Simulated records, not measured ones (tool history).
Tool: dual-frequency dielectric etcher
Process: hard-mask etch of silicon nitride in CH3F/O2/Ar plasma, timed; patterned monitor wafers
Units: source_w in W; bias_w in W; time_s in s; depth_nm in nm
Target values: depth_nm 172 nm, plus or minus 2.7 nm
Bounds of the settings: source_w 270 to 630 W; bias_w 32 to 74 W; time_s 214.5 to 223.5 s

run 1 day=0 | source_w=450 bias_w=53 time_s=214.5 | depth_nm=153.44
run 2 day=0.288 | source_w=410 bias_w=53 time_s=214.5 | depth_nm=146.52
run 3 day=0.442 | source_w=380 bias_w=53 time_s=214.5 | depth_nm=141.95
run 4 day=0.517 | source_w=380 bias_w=53 time_s=223.5 | depth_nm=147.19
run 5 day=0.542 | source_w=380 bias_w=56 time_s=223.5 | depth_nm=149.46
run 6 day=0.767 | source_w=380 bias_w=63 time_s=223.5 | depth_nm=153.53
run 7 day=0.821 | source_w=390 bias_w=63 time_s=223.5 | depth_nm=155.49
run 8 day=0.942 | source_w=400 bias_w=63 time_s=223.5 | depth_nm=157.73
run 9 day=1.292 | source_w=410 bias_w=63 time_s=223.5 | depth_nm=159.05
run 10 day=1.338 | source_w=410 bias_w=63 time_s=223.5 | depth_nm=158.68
run 11 day=1.471 | source_w=500 bias_w=65 time_s=223.5 | depth_nm=176.6

5 candidate next runs follow, results not yet known. Just one meets every target within its allowed miss. Identify it.
run A day=1.604 | source_w=510 bias_w=70 time_s=221.5 | depth_nm=?
run B day=1.604 | source_w=500 bias_w=67 time_s=218 | depth_nm=?
run C day=1.604 | source_w=550 bias_w=66 time_s=222 | depth_nm=?
run D day=1.604 | source_w=560 bias_w=63 time_s=218.5 | depth_nm=?
run E day=1.604 | source_w=510 bias_w=74 time_s=217.5 | depth_nm=?

move=A depth_nm=179.09
move=B depth_nm=172.8
move=C depth_nm=183.08
move=D depth_nm=179.66
move=E depth_nm=178.33
A: moves away from the targets compared with the last run
B: all results land within tolerance of their targets
C: moves away from the targets compared with the last run
D: moves away from the targets compared with the last run
E: moves away from the targets compared with the last run
Go with B: it meets all targets.
